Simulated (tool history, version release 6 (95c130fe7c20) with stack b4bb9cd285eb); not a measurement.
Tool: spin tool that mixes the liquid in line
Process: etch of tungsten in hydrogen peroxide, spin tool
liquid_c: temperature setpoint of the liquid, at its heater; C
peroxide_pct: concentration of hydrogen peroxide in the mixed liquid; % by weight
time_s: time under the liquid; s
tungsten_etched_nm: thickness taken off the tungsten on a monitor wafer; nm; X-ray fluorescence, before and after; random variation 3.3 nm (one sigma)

{"run": 1, "day": 0.0, "liquid_c": 56, "peroxide_pct": 24, "time_s": 50, "tungsten_etched_nm": 219.23}
{"run": 2, "day": 0.096, "liquid_c": 57.5, "peroxide_pct": 24, "time_s": 50, "tungsten_etched_nm": 235.95}
{"run": 3, "day": 0.45, "liquid_c": 58.5, "peroxide_pct": 24, "time_s": 50, "tungsten_etched_nm": 248.79}
{"run": 4, "day": 0.546, "liquid_c": 58.5, "peroxide_pct": 28, "time_s": 50, "tungsten_etched_nm": 270.27}
{"run": 5, "day": 0.792, "liquid_c": 58.5, "peroxide_pct": 28, "time_s": 55, "tungsten_etched_nm": 296.76}
{"run": 6, "day": 0.992, "liquid_c": 58.5, "peroxide_pct": 28, "time_s": 50, "tungsten_etched_nm": 274.6}
{"run": 7, "day": 1.117, "liquid_c": 59, "peroxide_pct": 28, "time_s": 50, "tungsten_etched_nm": 281.56}
{"run": 8, "day": 1.433, "liquid_c": 59.5, "peroxide_pct": 28, "time_s": 50, "tungsten_etched_nm": 289.22}

Run 9 comes next. What will it give?
{"run": 9, "day": 1.542, "liquid_c": 60, "peroxide_pct": 28, "time_s": 50, "tungsten_etched_nm": "?"}

{"run 9": {"tungsten_etched_nm": 299.42}}
